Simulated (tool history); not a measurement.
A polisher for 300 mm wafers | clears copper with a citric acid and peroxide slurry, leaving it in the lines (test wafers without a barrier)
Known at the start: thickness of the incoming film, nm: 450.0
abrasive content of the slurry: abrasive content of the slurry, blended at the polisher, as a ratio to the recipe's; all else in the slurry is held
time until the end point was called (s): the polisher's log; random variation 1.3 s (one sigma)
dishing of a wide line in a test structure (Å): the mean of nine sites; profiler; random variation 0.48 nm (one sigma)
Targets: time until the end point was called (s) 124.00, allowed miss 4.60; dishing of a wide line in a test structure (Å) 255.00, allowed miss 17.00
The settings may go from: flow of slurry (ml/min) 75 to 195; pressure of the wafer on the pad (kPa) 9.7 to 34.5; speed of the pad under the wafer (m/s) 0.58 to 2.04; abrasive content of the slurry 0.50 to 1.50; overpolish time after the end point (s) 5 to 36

run	hour	flow of slurry (ml/min)	pressure of the wafer on the pad (kPa)	speed of the pad under the wafer (m/s)	abrasive content of the slurry	overpolish time after the end point (s)	time until the end point was called (s)	dishing of a wide line in a test structure (Å)
1	0.0	125	22.1	1.30	1.00	18	156.31	337.58
2	6.4	125	22.1	1.30	1.10	18	148.47	350.90
3	7.6	125	22.1	1.54	1.10	18	128.29	411.34
4	15.4	125	22.1	1.54	1.10	10	130.87	252.49
5	16.8	125	22.1	1.54	1.10	5	127.66	127.96
# hour 19.1: slurry blender recalibrated
6	19.1	125	22.1	1.74	1.10	5	105.70	163.85
7	26.7	125	22.1	1.74	1.10	5	106.01	163.88
8	31.4	125	21.4	1.74	1.10	6	110.80	186.62

Which of these 4 next moves meets every target?
A	36.1	115	16.5	1.92	1.05	9	?	?
B	36.1	120	17.2	1.76	1.20	10	?	?
C	36.1	85	17.9	1.70	1.15	9	?	?
D	36.1	105	20.0	1.76	1.10	6	?	?

move	time until the end point was called (s)	dishing of a wide line in a test structure (Å)
A	123.55	230.78
B	123.92	252.21
C	132.75	217.52
D	115.03	172.93
A: nearer than the last run, and not there yet
B: meets every target
C: nearer than the last run, and not there yet
D: further off than the last run
The right move is B.
